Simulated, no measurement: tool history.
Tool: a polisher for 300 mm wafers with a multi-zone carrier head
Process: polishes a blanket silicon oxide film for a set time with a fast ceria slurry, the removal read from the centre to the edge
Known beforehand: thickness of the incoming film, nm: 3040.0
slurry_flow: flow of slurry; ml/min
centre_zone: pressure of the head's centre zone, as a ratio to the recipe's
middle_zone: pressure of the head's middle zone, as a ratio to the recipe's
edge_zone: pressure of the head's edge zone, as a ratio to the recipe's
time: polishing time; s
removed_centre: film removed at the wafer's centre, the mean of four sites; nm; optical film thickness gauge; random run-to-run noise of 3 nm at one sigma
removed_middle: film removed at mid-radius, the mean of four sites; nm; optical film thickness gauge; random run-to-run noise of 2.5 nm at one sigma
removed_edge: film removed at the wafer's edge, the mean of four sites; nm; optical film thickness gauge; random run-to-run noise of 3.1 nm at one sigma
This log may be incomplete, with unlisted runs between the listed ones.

run	hour	slurry_flow	centre_zone	middle_zone	edge_zone	time	removed_centre	removed_middle	removed_edge
1	0.0	220	1.00	1.00	1.00	30	533.39	535.87	547.30
2	1.6	265	1.00	1.00	1.00	30	551.51	555.42	558.69
3	5.8	270	1.01	1.01	0.97	27	504.67	504.71	507.19
4	10.2	265	1.03	1.04	0.94	25	472.35	481.79	445.40
5	15.4	250	1.03	1.04	0.92	24	443.41	452.95	425.41
6	23.5	250	1.03	0.99	0.92	24	447.02	439.63	426.51
7	26.1	235	1.04	1.00	0.90	23	431.18	411.52	397.80
8	27.6	220	1.04	1.02	0.88	22	408.17	401.71	375.46
9	29.7	210	1.04	1.03	0.87	22	402.81	403.56	380.13
10	36.3	215	1.05	1.04	0.86	21	385.43	388.18	359.32

Run 11 is up next; what results do you expect?
11	40.7	215	1.06	1.06	0.85	21	?	?	?

removed_centre: 394.44 nm
removed_middle: 393.42 nm
removed_edge: 355.32 nm
